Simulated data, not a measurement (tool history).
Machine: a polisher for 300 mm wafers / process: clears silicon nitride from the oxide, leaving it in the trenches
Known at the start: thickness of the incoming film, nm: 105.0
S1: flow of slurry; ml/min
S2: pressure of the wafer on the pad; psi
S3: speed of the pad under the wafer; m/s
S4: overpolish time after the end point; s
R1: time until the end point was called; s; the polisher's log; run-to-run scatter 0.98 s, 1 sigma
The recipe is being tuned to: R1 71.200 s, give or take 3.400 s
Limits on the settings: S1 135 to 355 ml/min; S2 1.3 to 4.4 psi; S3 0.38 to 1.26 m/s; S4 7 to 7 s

run 1 hour=0.0 | S1=225 S2=2.8 S3=0.82 S4=7 | R1=111.910
run 2 hour=8.3 | S1=225 S2=2.8 S3=0.66 S4=7 | R1=136.050
run 3 hour=11.3 | S1=225 S2=2.2 S3=0.66 S4=7 | R1=167.490
run 4 hour=13.4 | S1=225 S2=2.2 S3=0.66 S4=7 | R1=170.910
-- hour=17.1 slurry nozzle cleaned
run 5 hour=17.1 | S1=190 S2=2.2 S3=0.66 S4=7 | R1=170.930
run 6 hour=23.5 | S1=190 S2=2.2 S3=0.66 S4=7 | R1=173.430
run 7 hour=26.2 | S1=195 S2=2.9 S3=0.68 S4=7 | R1=125.880
run 8 hour=34.0 | S1=195 S2=3.3 S3=0.68 S4=7 | R1=113.680
run 9 hour=35.5 | S1=195 S2=3.6 S3=0.70 S4=7 | R1=101.250

Exactly one of the 4 candidate moves below puts every result within its allowed miss. Which one?
run A hour=37.0 | S1=160 S2=2.9 S3=0.56 S4=7 | R1=?
run B hour=37.0 | S1=155 S2=3.7 S3=0.50 S4=7 | R1=?
run C hour=37.0 | S1=180 S2=4.2 S3=0.74 S4=7 | R1=?
run D hour=37.0 | S1=210 S2=4.0 S3=0.88 S4=7 | R1=?

move=A R1=159.250
move=B R1=140.830
move=C R1=83.081
move=D R1=71.949
A: the biggest miss grows against the last run
B: the biggest miss grows against the last run
C: better than the last run, though not everything is in spec
D: every result lands within tolerance
Move D is the one to make.

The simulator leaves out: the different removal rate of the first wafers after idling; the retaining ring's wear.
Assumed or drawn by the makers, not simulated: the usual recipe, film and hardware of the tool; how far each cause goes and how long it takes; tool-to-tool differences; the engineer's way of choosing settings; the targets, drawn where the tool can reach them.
